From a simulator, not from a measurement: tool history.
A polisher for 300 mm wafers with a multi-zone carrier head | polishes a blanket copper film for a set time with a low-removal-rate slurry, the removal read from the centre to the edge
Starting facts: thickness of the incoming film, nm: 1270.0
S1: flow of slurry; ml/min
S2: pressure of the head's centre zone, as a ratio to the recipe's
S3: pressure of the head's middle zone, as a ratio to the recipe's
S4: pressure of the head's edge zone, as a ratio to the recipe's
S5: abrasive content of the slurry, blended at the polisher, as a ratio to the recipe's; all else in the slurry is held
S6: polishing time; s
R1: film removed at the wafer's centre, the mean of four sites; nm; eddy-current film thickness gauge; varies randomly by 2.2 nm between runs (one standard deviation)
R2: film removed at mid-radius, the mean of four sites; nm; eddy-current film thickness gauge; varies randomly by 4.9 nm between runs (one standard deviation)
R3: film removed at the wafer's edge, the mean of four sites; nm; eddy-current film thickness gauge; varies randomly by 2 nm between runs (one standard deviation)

{"run": 1, "day": 0.0, "S1": 315, "S2": 1, "S3": 1, "S4": 1, "S5": 1, "S6": 67, "R1": 254.77, "R2": 243.77, "R3": 244.97}
{"run": 2, "day": 0.162, "S1": 275, "S2": 1, "S3": 1, "S4": 1, "S5": 1, "S6": 67, "R1": 253.32, "R2": 239.95, "R3": 241.58}
{"run": 3, "day": 0.467, "S1": 235, "S2": 1, "S3": 1, "S4": 1, "S5": 1, "S6": 67, "R1": 248.66, "R2": 236.26, "R3": 238.1}
{"run": 4, "day": 0.658, "S1": 235, "S2": 1, "S3": 1, "S4": 1.04, "S5": 1, "S6": 67, "R1": 246.87, "R2": 235.09, "R3": 242.56}
{"run": 5, "day": 1.017, "S1": 190, "S2": 1, "S3": 1, "S4": 1.04, "S5": 1, "S6": 67, "R1": 238.19, "R2": 227.81, "R3": 236.98}
{"run": 6, "day": 1.325, "S1": 190, "S2": 1, "S3": 1, "S4": 1.04, "S5": 1, "S6": 58, "R1": 202.9, "R2": 197.8, "R3": 206.77}
{"run": 7, "day": 1.471, "S1": 210, "S2": 1, "S3": 1.02, "S4": 1.04, "S5": 1.05, "S6": 59, "R1": 215.41, "R2": 206.65, "R3": 214.42}
{"run": 8, "day": 1.683, "S1": 225, "S2": 0.98, "S3": 1.04, "S4": 1.03, "S5": 1.1, "S6": 60, "R1": 222.48, "R2": 222.77, "R3": 219.68}
{"run": 9, "day": 1.979, "S1": 240, "S2": 0.97, "S3": 1.06, "S4": 1.04, "S5": 1.15, "S6": 61, "R1": 226.81, "R2": 235.18, "R3": 232.84}
{"run": 10, "day": 2.071, "S1": 260, "S2": 0.97, "S3": 1.07, "S4": 1.04, "S5": 1.2, "S6": 61, "R1": 230.77, "R2": 242.63, "R3": 234.42}
{"run": 11, "day": 2.183, "S1": 275, "S2": 0.97, "S3": 1.08, "S4": 1.05, "S5": 1.25, "S6": 61, "R1": 234.12, "R2": 246.07, "R3": 240.29}
{"run": 12, "day": 2.212, "S1": 290, "S2": 0.97, "S3": 1.09, "S4": 1.05, "S5": 1.3, "S6": 62, "R1": 243.84, "R2": 261.63, "R3": 247.18}

Forecast run 13:
{"run": 13, "day": 2.554, "S1": 305, "S2": 0.97, "S3": 1.1, "S4": 1.06, "S5": 1.3, "S6": 62, "R1": "?", "R2": "?", "R3": "?"}

R1: 247.47 nm
R2: 261.08 nm
R3: 251.7 nm
